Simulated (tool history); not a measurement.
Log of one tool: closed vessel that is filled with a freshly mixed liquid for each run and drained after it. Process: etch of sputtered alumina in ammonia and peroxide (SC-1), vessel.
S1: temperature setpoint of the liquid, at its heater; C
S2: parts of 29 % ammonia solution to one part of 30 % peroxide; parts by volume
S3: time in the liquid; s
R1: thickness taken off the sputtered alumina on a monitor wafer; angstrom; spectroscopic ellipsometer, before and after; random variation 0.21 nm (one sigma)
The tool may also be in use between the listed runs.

run 1 hour=0.0 | S1=47.0 S2=0.8 S3=495 | R1=264.40
run 2 hour=9.2 | S1=50.5 S2=0.8 S3=495 | R1=322.42
run 3 hour=14.0 | S1=50.5 S2=0.8 S3=530 | R1=347.13
run 4 hour=20.5 | S1=45.5 S2=0.8 S3=530 | R1=262.18
run 5 hour=23.8 | S1=42.0 S2=0.8 S3=530 | R1=214.82
run 6 hour=26.0 | S1=46.5 S2=0.8 S3=530 | R1=275.74
run 7 hour=29.6 | S1=54.5 S2=0.8 S3=530 | R1=432.53
run 8 hour=33.2 | S1=56.0 S2=0.8 S3=530 | R1=463.91

Forecast run 9:
-- hour=36.3 ammonia flow meter replaced
run 9 hour=36.3 | S1=57.0 S2=0.8 S3=530 | R1=?

Run 9 gave R1 486.90 angstrom.
